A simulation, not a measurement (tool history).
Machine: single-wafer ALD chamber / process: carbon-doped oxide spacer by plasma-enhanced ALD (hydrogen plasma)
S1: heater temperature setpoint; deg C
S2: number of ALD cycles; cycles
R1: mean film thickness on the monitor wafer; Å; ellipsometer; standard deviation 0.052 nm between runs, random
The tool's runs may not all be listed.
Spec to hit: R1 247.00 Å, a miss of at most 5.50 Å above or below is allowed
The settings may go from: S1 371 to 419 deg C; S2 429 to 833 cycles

run 1 hour=0.0 | S1=395 S2=631 | R1=310.78
run 2 hour=7.9 | S1=395 S2=590 | R1=291.75
run 3 hour=17.5 | S1=395 S2=671 | R1=332.39
run 4 hour=21.4 | S1=395 S2=738 | R1=363.37
run 5 hour=25.0 | S1=395 S2=662 | R1=326.33
run 6 hour=32.7 | S1=395 S2=711 | R1=350.39
run 7 hour=42.7 | S1=395 S2=644 | R1=317.27
run 8 hour=50.8 | S1=395 S2=597 | R1=293.85
run 9 hour=56.5 | S1=395 S2=597 | R1=294.21
run 10 hour=66.4 | S1=395 S2=565 | R1=278.32
run 11 hour=68.6 | S1=395 S2=480 | R1=236.35
run 12 hour=72.2 | S1=395 S2=487 | R1=240.68

Which single option among these 5 for the next run brings every result within its allowed miss of target? Just one does.
run A hour=75.8 | S1=398 S2=537 | R1=?
run B hour=75.8 | S1=400 S2=525 | R1=?
run C hour=75.8 | S1=394 S2=524 | R1=?
run D hour=75.8 | S1=395 S2=505 | R1=?
run E hour=75.8 | S1=394 S2=526 | R1=?

move=A R1=264.92
move=B R1=258.89
move=C R1=258.51
move=D R1=249.13
move=E R1=259.49
A: takes the biggest miss from the last run beyond its target
B: takes the biggest miss from the last run beyond its target
C: takes the biggest miss from the last run beyond its target
D: all results land within tolerance of their targets
E: takes the biggest miss from the last run beyond its target
Answer: D
